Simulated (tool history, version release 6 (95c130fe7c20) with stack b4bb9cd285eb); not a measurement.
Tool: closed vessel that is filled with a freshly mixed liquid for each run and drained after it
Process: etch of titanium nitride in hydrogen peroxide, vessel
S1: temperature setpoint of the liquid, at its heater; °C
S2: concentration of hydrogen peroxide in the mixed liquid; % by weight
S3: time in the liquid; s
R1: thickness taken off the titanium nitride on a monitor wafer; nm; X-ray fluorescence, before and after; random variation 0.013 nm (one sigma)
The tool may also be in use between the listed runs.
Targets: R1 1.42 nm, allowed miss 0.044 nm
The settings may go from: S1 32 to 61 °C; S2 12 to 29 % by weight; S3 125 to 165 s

| run | hour | S1 | S2 | S3 | R1 |
|---|---|---|---|---|---|
| 1 | 0 | 45 | 19.5 | 165 | 2.9318 |
| 2 | 1.9 | 45 | 19.5 | 165 | 2.9483 |
| 3 | 10.8 | 43 | 19.5 | 165 | 2.5357 |
| 4 | 19 | 41.5 | 19.5 | 165 | 2.2682 |
| 5 | 25.2 | 40 | 19.5 | 165 | 2.0185 |
| 6 | 31.5 | 39 | 19.5 | 165 | 1.8828 |
| 7 | 34 | 34.5 | 19.5 | 165 | 1.3038 |
|  | 34.8 | peroxide flow meter replaced |
| 8 | 34.8 | 35 | 19.5 | 165 | 1.3271 |
| 9 | 41.3 | 35 | 19.5 | 165 | 1.3508 |

Which of these 4 next moves meets every target?
| A | 47.8 | 36.5 | 20.5 | 140 | ? |
| B | 47.8 | 35 | 17 | 165 | ? |
| C | 47.8 | 36 | 17.5 | 150 | ? |
| D | 47.8 | 39 | 16 | 135 | ? |

| move | R1 |
|---|---|
| A | 1.2806 |
| B | 1.288 |
| C | 1.2752 |
| D | 1.4237 |
A: further off than the last run
B: further off than the last run
C: further off than the last run
D: meets every target
The right move is D.
